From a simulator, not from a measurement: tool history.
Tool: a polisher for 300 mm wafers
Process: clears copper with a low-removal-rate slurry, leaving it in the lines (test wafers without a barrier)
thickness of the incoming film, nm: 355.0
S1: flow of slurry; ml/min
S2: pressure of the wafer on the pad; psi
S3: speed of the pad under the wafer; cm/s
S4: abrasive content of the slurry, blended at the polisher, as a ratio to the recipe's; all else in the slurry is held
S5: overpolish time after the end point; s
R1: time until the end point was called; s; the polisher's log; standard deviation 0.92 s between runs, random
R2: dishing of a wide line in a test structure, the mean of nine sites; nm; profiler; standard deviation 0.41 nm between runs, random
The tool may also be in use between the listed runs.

run 1 hour=0 | S1=285 S2=2.4 S3=112 S4=1 S5=10 | R1=152.68 R2=15.883
run 2 hour=1.5 | S1=285 S2=2.8 S3=112 S4=1 S5=10 | R1=128.38 R2=18.235
run 3 hour=9.4 | S1=280 S2=2.9 S3=112 S4=1 S5=12 | R1=127.58 R2=22.442
run 4 hour=18.3 | S1=280 S2=2.9 S3=112 S4=0.8 S5=12 | R1=131.55 R2=21.152
-- hour=26.6 worn pad replaced by a new one
run 5 hour=26.6 | S1=280 S2=3 S3=112 S4=0.85 S5=13 | R1=113.79 R2=26.515
run 6 hour=30.3 | S1=280 S2=2.7 S3=112 S4=0.85 S5=13 | R1=126.27 R2=23.755
run 7 hour=33.7 | S1=270 S2=2.8 S3=112 S4=0.9 S5=14 | R1=121.39 R2=26.764

Expected results for the next run?
run 8 hour=37 | S1=275 S2=2.9 S3=112 S4=0.95 S5=15 | R1=? R2=?

Run 8 gave R1 115.48 s, R2 29.221 nm.
